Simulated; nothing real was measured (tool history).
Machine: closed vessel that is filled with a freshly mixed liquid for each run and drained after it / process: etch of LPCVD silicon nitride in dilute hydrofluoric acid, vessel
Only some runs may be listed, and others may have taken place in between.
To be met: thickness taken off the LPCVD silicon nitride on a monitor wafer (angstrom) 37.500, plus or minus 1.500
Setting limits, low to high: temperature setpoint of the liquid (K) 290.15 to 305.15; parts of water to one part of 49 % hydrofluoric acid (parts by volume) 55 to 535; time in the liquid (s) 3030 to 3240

run  hour  temperature setpoint of the liquid (K)  parts of water to one part of 49 % hydrofluoric acid (parts by volume)  time in the liquid (s)  thickness taken off the LPCVD silicon nitride on a monitor wafer (angstrom)
  1   0.0                                  297.15                                                                     295                    3030                                                                       46.667
  2   6.8                                  299.15                                                                     295                    3030                                                                       53.384
  3  13.7                                  297.15                                                                     295                    3030                                                                       46.705
  4  22.9                                  300.15                                                                     295                    3030                                                                       55.578
  5  26.3                                  303.65                                                                     295                    3030                                                                       69.367
  6  29.0                                  305.15                                                                     295                    3030                                                                       75.175
  7  35.4                                  305.15                                                                     295                    3030                                                                       73.581
  8  39.5                                  304.15                                                                     295                    3030                                                                       71.615
  9  47.3                                  303.15                                                                     295                    3030                                                                       65.094
 10  51.0                                  302.15                                                                     295                    3030                                                                       62.392
 11  60.2                                  301.15                                                                     295                    3030                                                                       58.948
 12  68.5                                  300.65                                                                     295                    3030                                                                       58.598
 13  75.3                                  299.65                                                                     295                    3030                                                                       53.913
 14  78.2                                  299.15                                                                     295                    3030                                                                       52.017
 15  82.9                                  298.65                                                                     295                    3030                                                                       50.551

Exercise: of the 5 proposed moves below, exactly one satisfies all targets within the stated allowed misses. Which move is it?
  A  87.6                                  297.65                                                                     230                    3240                                                                            ?
  B  87.6                                  295.15                                                                     300                    3030                                                                            ?
  C  87.6                                  301.65                                                                     435                    3030                                                                            ?
  D  87.6                                  302.65                                                                     265                    3030                                                                            ?
  E  87.6                                  293.15                                                                     295                    3125                                                                            ?

move  thickness taken off the LPCVD silicon nitride on a monitor wafer (angstrom)
   A                                                                       66.733
   B                                                                       41.102
   C                                                                       41.615
   D                                                                       73.175
   E                                                                       37.993
A: its largest miss is bigger than the last run's
B: nearer than the last run, and not there yet
C: nearer than the last run, and not there yet
D: its largest miss is bigger than the last run's
E: each result inside its tolerance
E is the move that brings every result within its allowed miss.
